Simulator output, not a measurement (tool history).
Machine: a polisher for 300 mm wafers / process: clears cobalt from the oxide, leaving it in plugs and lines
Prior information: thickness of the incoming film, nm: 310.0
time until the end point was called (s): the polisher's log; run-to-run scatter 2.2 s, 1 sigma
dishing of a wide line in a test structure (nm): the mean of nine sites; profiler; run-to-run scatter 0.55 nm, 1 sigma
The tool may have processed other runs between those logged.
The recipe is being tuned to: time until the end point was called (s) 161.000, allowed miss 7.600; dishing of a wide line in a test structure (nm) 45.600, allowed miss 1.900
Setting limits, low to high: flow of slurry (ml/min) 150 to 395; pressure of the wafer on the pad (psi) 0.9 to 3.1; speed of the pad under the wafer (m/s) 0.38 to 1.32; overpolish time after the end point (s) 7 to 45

run  hour  flow of slurry (ml/min)  pressure of the wafer on the pad (psi)  speed of the pad under the wafer (m/s)  overpolish time after the end point (s)  time until the end point was called (s)  dishing of a wide line in a test structure (nm)
  1   0.0                      250                                     2.0                                    0.84                                       23                                   75.423                                           62.888
  2   8.8                      220                                     2.0                                    0.84                                       23                                   77.476                                           61.885
  3  15.1                      220                                     1.9                                    0.82                                       23                                   83.209                                           59.274
  4  16.9                      220                                     1.8                                    0.80                                       24                                   91.368                                           58.307
  5  25.5                      220                                     1.8                                    0.62                                       24                                  104.900                                           52.592
  6  31.3                      220                                     2.1                                    0.62                                       24                                   91.197                                           58.190
  7  39.7                      220                                     2.1                                    0.62                                       24                                   91.250                                           57.706
  8  41.4                      220                                     2.0                                    0.62                                       24                                   92.964                                           55.936
  9  48.5                      220                                     1.9                                    0.62                                       25                                  100.720                                           55.601
 10  52.1                      220                                     1.8                                    0.62                                       25                                  105.160                                           53.177
 11  55.1                      220                                     1.7                                    0.62                                       26                                  110.710                                           53.479
 12  62.3                      220                                     1.6                                    0.62                                       26                                  116.660                                           52.660
 13  71.1                      220                                     1.5                                    0.62                                       26                                  124.810                                           48.815
 14  77.1                      215                                     1.0                                    0.60                                       32                                  186.350                                           42.784
 15  79.9                      225                                     1.1                                    0.60                                       31                                  171.890                                           45.425
 16  86.5                      230                                     1.1                                    0.60                                       30                                  170.800                                           43.521

5 candidate next runs follow, results not yet known. Just one meets every target within its allowed miss. Identify it.
  A  93.1                      150                                     1.3                                    0.54                                       36                                        ?                                                ?
  B  93.1                      265                                     1.1                                    0.62                                       31                                        ?                                                ?
  C  93.1                      160                                     1.4                                    0.38                                       32                                        ?                                                ?
  D  93.1                      240                                     0.9                                    0.70                                       33                                        ?                                                ?
  E  93.1                      240                                     1.2                                    0.68                                       23                                        ?                                                ?

move  time until the end point was called (s)  dishing of a wide line in a test structure (nm)
   A                                  164.150                                           50.354
   B                                  161.870                                           45.768
   C                                  182.680                                           42.871
   D                                  183.140                                           43.817
   E                                  142.240                                           40.279
A: puts the biggest miss on target and leaves a different result outside tolerance
B: in spec on every target
C: the biggest miss grows against the last run
D: the biggest miss grows against the last run
E: carries the result that was furthest off beyond its target, to the other side
The right move is B.

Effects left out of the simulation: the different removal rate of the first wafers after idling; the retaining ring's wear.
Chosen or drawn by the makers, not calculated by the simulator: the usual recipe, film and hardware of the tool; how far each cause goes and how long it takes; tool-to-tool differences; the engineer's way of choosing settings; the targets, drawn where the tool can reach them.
